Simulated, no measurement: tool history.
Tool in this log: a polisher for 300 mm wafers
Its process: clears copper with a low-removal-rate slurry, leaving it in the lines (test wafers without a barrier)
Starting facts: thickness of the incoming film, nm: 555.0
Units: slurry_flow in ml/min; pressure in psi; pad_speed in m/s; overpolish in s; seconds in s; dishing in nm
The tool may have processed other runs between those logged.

run 1 hour=0.0 | slurry_flow=260 pressure=4.1 pad_speed=0.98 slurry_solids=1.00 overpolish=12 | seconds=143.00 dishing=28.6260
run 2 hour=3.1 | slurry_flow=260 pressure=3.9 pad_speed=0.98 slurry_solids=1.00 overpolish=11 | seconds=150.57 dishing=26.1970
run 3 hour=12.0 | slurry_flow=260 pressure=3.8 pad_speed=0.98 slurry_solids=1.00 overpolish=10 | seconds=150.81 dishing=24.3350
run 4 hour=20.6 | slurry_flow=260 pressure=4.5 pad_speed=0.98 slurry_solids=1.00 overpolish=10 | seconds=135.09 dishing=27.3930
run 5 hour=26.9 | slurry_flow=320 pressure=4.5 pad_speed=0.98 slurry_solids=1.00 overpolish=10 | seconds=127.10 dishing=28.1970
run 6 hour=34.2 | slurry_flow=350 pressure=4.5 pad_speed=0.98 slurry_solids=1.00 overpolish=10 | seconds=127.47 dishing=27.3530
run 7 hour=39.8 | slurry_flow=355 pressure=4.3 pad_speed=0.98 slurry_solids=1.00 overpolish=9 | seconds=135.40 dishing=24.4580
run 8 hour=43.4 | slurry_flow=355 pressure=4.1 pad_speed=0.98 slurry_solids=1.00 overpolish=8 | seconds=140.85 dishing=22.4290
run 9 hour=49.3 | slurry_flow=360 pressure=3.9 pad_speed=0.98 slurry_solids=1.00 overpolish=8 | seconds=149.04 dishing=21.1890
run 10 hour=54.8 | slurry_flow=360 pressure=3.8 pad_speed=0.98 slurry_solids=1.00 overpolish=8 | seconds=151.55 dishing=20.5620
run 11 hour=57.3 | slurry_flow=360 pressure=2.7 pad_speed=0.98 slurry_solids=1.00 overpolish=4 | seconds=206.91 dishing=8.2039
run 12 hour=58.6 | slurry_flow=360 pressure=2.7 pad_speed=0.96 slurry_solids=1.00 overpolish=4 | seconds=211.05 dishing=8.4891
run 13 hour=66.1 | slurry_flow=365 pressure=3.0 pad_speed=0.92 slurry_solids=1.05 overpolish=10 | seconds=200.18 dishing=20.0560
run 14 hour=70.4 | slurry_flow=360 pressure=3.0 pad_speed=0.92 slurry_solids=1.00 overpolish=10 | seconds=201.59 dishing=19.6100
run 15 hour=72.8 | slurry_flow=355 pressure=3.0 pad_speed=0.92 slurry_solids=1.00 overpolish=10 | seconds=196.79 dishing=19.3520
run 16 hour=75.1 | slurry_flow=350 pressure=3.0 pad_speed=0.92 slurry_solids=1.00 overpolish=10 | seconds=196.99 dishing=19.5000
run 17 hour=83.1 | slurry_flow=345 pressure=3.0 pad_speed=0.92 slurry_solids=1.00 overpolish=10 | seconds=201.17 dishing=19.6170

Run 18 is up next; what results do you expect?
run 18 hour=86.9 | slurry_flow=340 pressure=3.0 pad_speed=0.92 slurry_solids=1.00 overpolish=10 | seconds=? dishing=?

{"run 18": {"seconds": 201.19, "dishing": 19.887}}
